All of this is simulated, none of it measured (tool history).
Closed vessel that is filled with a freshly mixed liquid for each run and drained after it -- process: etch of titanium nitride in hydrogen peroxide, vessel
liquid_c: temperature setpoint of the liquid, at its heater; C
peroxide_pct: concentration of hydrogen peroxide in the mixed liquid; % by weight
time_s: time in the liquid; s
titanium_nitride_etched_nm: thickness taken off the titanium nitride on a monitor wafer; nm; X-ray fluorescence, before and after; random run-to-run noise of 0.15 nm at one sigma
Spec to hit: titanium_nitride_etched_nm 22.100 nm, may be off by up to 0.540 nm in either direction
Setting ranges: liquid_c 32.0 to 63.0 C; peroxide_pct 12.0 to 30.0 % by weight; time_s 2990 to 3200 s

| run | hour | liquid_c | peroxide_pct | time_s | titanium_nitride_etched_nm |
|---|---|---|---|---|---|
| 1 | 0.0 | 47.0 | 21.0 | 2990 | 65.338 |
| 2 | 9.1 | 47.0 | 21.0 | 2990 | 65.221 |
| 3 | 11.3 | 47.0 | 18.0 | 2990 | 62.412 |
| 4 | 14.8 | 47.0 | 18.0 | 3200 | 66.608 |
| 5 | 24.0 | 47.0 | 18.0 | 3200 | 67.157 |
| 6 | 33.2 | 43.0 | 18.0 | 3200 | 49.842 |
| 7 | 40.8 | 40.0 | 18.0 | 3200 | 39.366 |
| 8 | 43.4 | 40.0 | 18.0 | 3200 | 39.585 |
| 9 | 46.6 | 38.0 | 18.0 | 3200 | 33.985 |
| 10 | 49.2 | 38.0 | 18.0 | 3200 | 34.017 |
| 11 | 50.9 | 36.5 | 18.0 | 3200 | 30.107 |
| 12 | 59.7 | 35.5 | 18.0 | 3200 | 27.823 |

Below are 4 possible settings for the next run. Only one of them brings all results inside the allowed miss of their targets. Which is it?
| A | 68.5 | 33.5 | 17.5 | 3200 | ? |
| B | 68.5 | 33.5 | 20.0 | 3100 | ? |
| C | 68.5 | 33.5 | 20.0 | 3095 | ? |
| D | 68.5 | 32.0 | 22.0 | 3200 | ? |

| move | titanium_nitride_etched_nm |
|---|---|
| A | 23.740 |
| B | 23.663 |
| C | 23.625 |
| D | 22.093 |
A: moves toward the targets from the last run without getting all of them in spec
B: moves toward the targets from the last run without getting all of them in spec
C: moves toward the targets from the last run without getting all of them in spec
D: in spec on every target
Go with D: it meets all targets.
